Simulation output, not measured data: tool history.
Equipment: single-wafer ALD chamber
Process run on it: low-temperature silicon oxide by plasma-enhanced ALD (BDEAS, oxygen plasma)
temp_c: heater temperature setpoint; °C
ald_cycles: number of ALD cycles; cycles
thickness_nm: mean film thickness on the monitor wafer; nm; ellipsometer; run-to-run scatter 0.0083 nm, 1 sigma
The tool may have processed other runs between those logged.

{"run": 1, "hour": 0.0, "temp_c": 110, "ald_cycles": 30, "thickness_nm": 4.3226}
{"run": 2, "hour": 3.0, "temp_c": 110, "ald_cycles": 27, "thickness_nm": 3.9122}
{"run": 3, "hour": 9.5, "temp_c": 110, "ald_cycles": 29, "thickness_nm": 4.1954}
{"run": 4, "hour": 11.9, "temp_c": 106, "ald_cycles": 29, "thickness_nm": 4.2245}
{"run": 5, "hour": 15.1, "temp_c": 111, "ald_cycles": 29, "thickness_nm": 4.1789}
{"run": 6, "hour": 15.8, "temp_c": 112, "ald_cycles": 28, "thickness_nm": 4.0272}
{"run": 7, "hour": 20.1, "temp_c": 113, "ald_cycles": 27, "thickness_nm": 3.8709}
{"run": 8, "hour": 25.7, "temp_c": 115, "ald_cycles": 26, "thickness_nm": 3.7104}
{"run": 9, "hour": 28.3, "temp_c": 115, "ald_cycles": 26, "thickness_nm": 3.7165}
{"run": 10, "hour": 30.5, "temp_c": 116, "ald_cycles": 26, "thickness_nm": 3.6986}

Forecast run 11:
{"run": 11, "hour": 35.5, "temp_c": 118, "ald_cycles": 26, "thickness_nm": "?"}

Run 11 gave thickness_nm 3.691 nm.

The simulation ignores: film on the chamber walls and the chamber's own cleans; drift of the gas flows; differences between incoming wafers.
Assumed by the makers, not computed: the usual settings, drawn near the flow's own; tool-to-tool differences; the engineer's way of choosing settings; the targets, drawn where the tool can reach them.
